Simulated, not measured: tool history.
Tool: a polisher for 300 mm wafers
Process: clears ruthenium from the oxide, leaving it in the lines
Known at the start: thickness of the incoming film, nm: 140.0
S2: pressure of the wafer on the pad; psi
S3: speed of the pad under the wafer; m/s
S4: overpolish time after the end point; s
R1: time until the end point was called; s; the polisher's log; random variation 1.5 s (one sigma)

Run 1, hour 0: flow of slurry (ml/min) 155, S2 1.8 psi, S3 1.28 m/s, S4 24 s. Result: R1 94.769 s.
Run 2, hour 3.6: flow of slurry (ml/min) 155, S2 1.7 psi, S3 1.28 m/s, S4 24 s. Result: R1 100.77 s.
Run 3, hour 7.2: flow of slurry (ml/min) 155, S2 2 psi, S3 1.28 m/s, S4 24 s. Result: R1 84.645 s.
Run 4, hour 16.2: flow of slurry (ml/min) 120, S2 2 psi, S3 1.28 m/s, S4 24 s. Result: R1 92.279 s.
Run 5, hour 23.2: flow of slurry (ml/min) 115, S2 1.9 psi, S3 1.28 m/s, S4 24 s. Result: R1 96.267 s.
Run 6, hour 29.9: flow of slurry (ml/min) 115, S2 1.9 psi, S3 1.16 m/s, S4 24 s. Result: R1 103.83 s.
Run 7, hour 33.2: flow of slurry (ml/min) 115, S2 1.8 psi, S3 1.16 m/s, S4 24 s. Result: R1 106.49 s.

The next listed run, before its measurement:
Run 8, hour 35.5: flow of slurry (ml/min) 110, S2 1.3 psi, S3 1.12 m/s, S4 24 s. Result: R1 ?.

{"run 8": {"R1": 154.21}}
